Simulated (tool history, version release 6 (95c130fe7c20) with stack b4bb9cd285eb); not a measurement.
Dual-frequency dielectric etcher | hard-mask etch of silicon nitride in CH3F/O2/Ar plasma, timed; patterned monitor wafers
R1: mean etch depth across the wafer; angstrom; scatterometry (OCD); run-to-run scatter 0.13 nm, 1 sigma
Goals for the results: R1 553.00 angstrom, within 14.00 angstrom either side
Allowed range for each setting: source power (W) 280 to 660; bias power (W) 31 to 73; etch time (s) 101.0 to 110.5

run 1 hour=0.0 | source_power_(W)=470 bias_power_(W)=52 etch_time_(s)=110.5 | R1=695.16
run 2 hour=5.6 | source_power_(W)=470 bias_power_(W)=45 etch_time_(s)=110.5 | R1=678.28
run 3 hour=7.6 | source_power_(W)=390 bias_power_(W)=45 etch_time_(s)=110.5 | R1=617.83
run 4 hour=14.0 | source_power_(W)=450 bias_power_(W)=45 etch_time_(s)=110.5 | R1=662.81
run 5 hour=16.9 | source_power_(W)=450 bias_power_(W)=45 etch_time_(s)=110.5 | R1=662.75
run 6 hour=24.0 | source_power_(W)=450 bias_power_(W)=45 etch_time_(s)=101.0 | R1=607.26
run 7 hour=30.7 | source_power_(W)=440 bias_power_(W)=45 etch_time_(s)=101.0 | R1=596.25
run 8 hour=35.2 | source_power_(W)=430 bias_power_(W)=45 etch_time_(s)=101.0 | R1=595.04
run 9 hour=38.9 | source_power_(W)=420 bias_power_(W)=45 etch_time_(s)=101.0 | R1=586.81
run 10 hour=47.2 | source_power_(W)=410 bias_power_(W)=45 etch_time_(s)=101.0 | R1=579.54

4 candidate next runs follow, results not yet known. Just one meets every target within its allowed miss. Identify it.
run A hour=55.5 | source_power_(W)=460 bias_power_(W)=44 etch_time_(s)=101.0 | R1=?
run B hour=55.5 | source_power_(W)=460 bias_power_(W)=47 etch_time_(s)=101.0 | R1=?
run C hour=55.5 | source_power_(W)=400 bias_power_(W)=42 etch_time_(s)=108.0 | R1=?
run D hour=55.5 | source_power_(W)=390 bias_power_(W)=39 etch_time_(s)=101.0 | R1=?

move=A R1=612.23
move=B R1=619.36
move=C R1=606.75
move=D R1=553.45
A: its largest miss is bigger than the last run's
B: its largest miss is bigger than the last run's
C: its largest miss is bigger than the last run's
D: in spec on every target
Correct choice: D, which meets every target
